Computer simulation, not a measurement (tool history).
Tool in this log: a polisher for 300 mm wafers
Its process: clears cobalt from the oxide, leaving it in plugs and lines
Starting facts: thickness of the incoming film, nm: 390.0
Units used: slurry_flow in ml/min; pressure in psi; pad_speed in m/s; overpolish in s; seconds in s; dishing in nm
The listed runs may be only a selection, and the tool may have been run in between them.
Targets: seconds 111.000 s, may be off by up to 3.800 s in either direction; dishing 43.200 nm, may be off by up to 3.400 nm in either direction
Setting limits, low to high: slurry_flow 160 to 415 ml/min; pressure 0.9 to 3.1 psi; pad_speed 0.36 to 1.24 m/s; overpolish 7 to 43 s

run 1 hour=0.0 | slurry_flow=265 pressure=2.0 pad_speed=0.80 overpolish=22 | seconds=88.072 dishing=41.999
run 2 hour=7.4 | slurry_flow=265 pressure=2.4 pad_speed=0.80 overpolish=22 | seconds=78.349 dishing=42.362
run 3 hour=9.7 | slurry_flow=265 pressure=2.4 pad_speed=0.80 overpolish=31 | seconds=79.430 dishing=45.434
run 4 hour=16.6 | slurry_flow=265 pressure=2.3 pad_speed=0.80 overpolish=31 | seconds=81.316 dishing=45.505
run 5 hour=25.1 | slurry_flow=265 pressure=2.2 pad_speed=0.80 overpolish=31 | seconds=83.025 dishing=48.377
run 6 hour=33.6 | slurry_flow=265 pressure=2.1 pad_speed=0.80 overpolish=29 | seconds=85.557 dishing=44.910
run 7 hour=35.7 | slurry_flow=265 pressure=2.0 pad_speed=0.80 overpolish=29 | seconds=89.055 dishing=43.601
run 8 hour=39.0 | slurry_flow=265 pressure=2.0 pad_speed=0.80 overpolish=29 | seconds=88.308 dishing=43.918
run 9 hour=46.6 | slurry_flow=265 pressure=1.9 pad_speed=0.80 overpolish=30 | seconds=90.705 dishing=44.993
run 10 hour=55.4 | slurry_flow=265 pressure=1.8 pad_speed=0.80 overpolish=30 | seconds=96.393 dishing=44.298
run 11 hour=56.5 | slurry_flow=265 pressure=1.7 pad_speed=0.80 overpolish=30 | seconds=97.521 dishing=43.388
run 12 hour=63.6 | slurry_flow=265 pressure=1.6 pad_speed=0.80 overpolish=31 | seconds=99.349 dishing=44.621

Pick the move, out of 4, that brings all results within their allowed miss; only one does.
run A hour=70.7 | slurry_flow=225 pressure=1.0 pad_speed=0.96 overpolish=32 | seconds=? dishing=?
run B hour=70.7 | slurry_flow=210 pressure=1.7 pad_speed=1.02 overpolish=21 | seconds=? dishing=?
run C hour=70.7 | slurry_flow=215 pressure=1.5 pad_speed=0.82 overpolish=21 | seconds=? dishing=?
run D hour=70.7 | slurry_flow=285 pressure=1.7 pad_speed=0.76 overpolish=29 | seconds=? dishing=?

move=A seconds=109.570 dishing=44.251
move=B seconds=80.797 dishing=42.337
move=C seconds=103.680 dishing=38.269
move=D seconds=99.685 dishing=44.149
A: meets every target
B: further off than the last run
C: moves toward the targets from the last run without getting all of them in spec
D: roughly where the last run was
A is the move that brings every result within its allowed miss.
